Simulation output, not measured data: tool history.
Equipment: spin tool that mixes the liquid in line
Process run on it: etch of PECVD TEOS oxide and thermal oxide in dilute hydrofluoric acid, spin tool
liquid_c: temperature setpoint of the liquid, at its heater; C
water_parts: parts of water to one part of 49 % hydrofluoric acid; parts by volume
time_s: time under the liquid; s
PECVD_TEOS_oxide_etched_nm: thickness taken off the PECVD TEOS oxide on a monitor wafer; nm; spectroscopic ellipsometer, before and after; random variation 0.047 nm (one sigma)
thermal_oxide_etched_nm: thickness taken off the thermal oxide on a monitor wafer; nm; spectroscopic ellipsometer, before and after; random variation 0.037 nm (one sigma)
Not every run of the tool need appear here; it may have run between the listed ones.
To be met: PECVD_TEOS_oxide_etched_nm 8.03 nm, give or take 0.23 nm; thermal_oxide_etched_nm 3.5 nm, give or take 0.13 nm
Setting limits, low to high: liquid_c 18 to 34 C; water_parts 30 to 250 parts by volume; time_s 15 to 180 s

| run | hour | liquid_c | water_parts | time_s | PECVD_TEOS_oxide_etched_nm | thermal_oxide_etched_nm |
|---|---|---|---|---|---|---|
| 1 | 0 | 26 | 140 | 90 | 6.112 | 2.6822 |
| 2 | 5.6 | 28 | 140 | 90 | 6.6509 | 2.9243 |
| 3 | 8.9 | 29 | 140 | 90 | 6.8694 | 2.9751 |
| 4 | 15.8 | 29 | 190 | 90 | 4.8004 | 2.0886 |
|  | 23.6 | thermometer replaced |
| 5 | 23.6 | 29 | 190 | 75 | 4.3413 | 1.9026 |
| 6 | 28.6 | 30.5 | 175 | 75 | 5.0807 | 2.1884 |
| 7 | 37.5 | 30.5 | 175 | 75 | 5.1452 | 2.218 |
| 8 | 38.5 | 31 | 165 | 75 | 5.5513 | 2.4121 |
| 9 | 44.7 | 32 | 155 | 75 | 6.2436 | 2.7127 |
| 10 | 49 | 32.5 | 150 | 75 | 6.5672 | 2.901 |
| 11 | 51.6 | 33 | 145 | 75 | 6.9524 | 3.0708 |
| 12 | 56.1 | 33 | 140 | 75 | 7.1976 | 3.1482 |
| 13 | 58.6 | 33.5 | 135 | 75 | 7.6478 | 3.3861 |

Of the 4 settings listed for the next run, only one would bring every result within its allowed miss of target. Which one?
| A | 61.1 | 27 | 195 | 155 | ? | ? |
| B | 61.1 | 34 | 95 | 55 | ? | ? |
| C | 61.1 | 31 | 185 | 135 | ? | ? |
| D | 61.1 | 32 | 170 | 120 | ? | ? |

| move | PECVD_TEOS_oxide_etched_nm | thermal_oxide_etched_nm |
|---|---|---|
| A | 8.1215 | 3.4905 |
| B | 8.7023 | 3.7401 |
| C | 8.689 | 3.7344 |
| D | 8.8728 | 3.8134 |
A: all results land within tolerance of their targets
B: takes the result that was furthest off past its target
C: takes the result that was furthest off past its target
D: takes the result that was furthest off past its target
Move A is the one to make.
